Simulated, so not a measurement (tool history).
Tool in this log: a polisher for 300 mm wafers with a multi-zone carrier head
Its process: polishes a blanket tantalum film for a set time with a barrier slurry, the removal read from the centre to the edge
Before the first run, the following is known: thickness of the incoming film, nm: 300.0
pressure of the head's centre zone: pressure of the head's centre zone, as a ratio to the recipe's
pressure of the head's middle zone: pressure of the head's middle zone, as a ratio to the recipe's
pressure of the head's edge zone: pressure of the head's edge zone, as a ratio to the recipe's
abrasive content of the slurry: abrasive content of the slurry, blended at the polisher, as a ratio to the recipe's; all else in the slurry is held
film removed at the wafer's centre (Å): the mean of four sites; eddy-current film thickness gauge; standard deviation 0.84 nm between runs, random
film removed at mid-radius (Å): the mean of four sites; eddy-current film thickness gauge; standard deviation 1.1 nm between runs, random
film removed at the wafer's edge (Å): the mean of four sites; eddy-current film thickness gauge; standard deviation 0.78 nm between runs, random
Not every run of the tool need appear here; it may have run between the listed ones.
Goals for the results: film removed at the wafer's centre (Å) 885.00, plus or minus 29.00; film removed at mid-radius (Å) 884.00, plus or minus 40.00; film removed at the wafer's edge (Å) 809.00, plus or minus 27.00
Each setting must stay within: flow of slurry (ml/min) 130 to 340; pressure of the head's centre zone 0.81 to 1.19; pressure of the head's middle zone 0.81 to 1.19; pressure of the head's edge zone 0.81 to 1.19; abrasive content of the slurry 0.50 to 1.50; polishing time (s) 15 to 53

run	hour	flow of slurry (ml/min)	pressure of the head's centre zone	pressure of the head's middle zone	pressure of the head's edge zone	abrasive content of the slurry	polishing time (s)	film removed at the wafer's centre (Å)	film removed at mid-radius (Å)	film removed at the wafer's edge (Å)
1	0.0	220	1.00	1.00	1.00	1.00	34	686.17	668.18	687.82
2	5.1	220	1.00	1.00	1.00	1.00	40	822.91	810.34	816.65
3	8.5	230	1.01	1.02	0.99	1.00	40	811.40	822.73	800.66
4	10.2	230	1.01	1.02	0.99	1.00	33	687.54	664.42	663.65
5	11.0	275	1.01	1.02	0.99	1.00	33	688.87	674.05	690.24
6	17.7	275	1.01	1.02	1.02	1.00	33	696.11	692.87	696.17
7	25.0	280	1.04	1.04	1.06	1.10	33	739.83	715.30	712.49
8	31.7	285	1.05	1.06	1.07	1.20	33	756.17	755.51	730.63

Pick the move, out of 4, that brings all results within their allowed miss; only one does.
A	38.4	285	1.12	0.81	1.15	1.25	36	?	?	?
B	38.4	185	1.14	0.98	1.07	1.30	35	?	?	?
C	38.4	255	1.12	1.16	1.08	1.50	35	?	?	?
D	38.4	320	1.05	1.01	1.11	1.20	36	?	?	?

move	film removed at the wafer's centre (Å)	film removed at mid-radius (Å)	film removed at the wafer's edge (Å)
A	894.33	659.32	833.59
B	853.21	726.11	766.84
C	895.33	891.21	809.82
D	840.65	792.73	817.67
A: gets the furthest-off result to its target, but another result is out of tolerance
B: gains on the last run, yet a result remains outside its allowed miss
C: in spec on every target
D: gains on the last run, yet a result remains outside its allowed miss
Move C is the one to make.
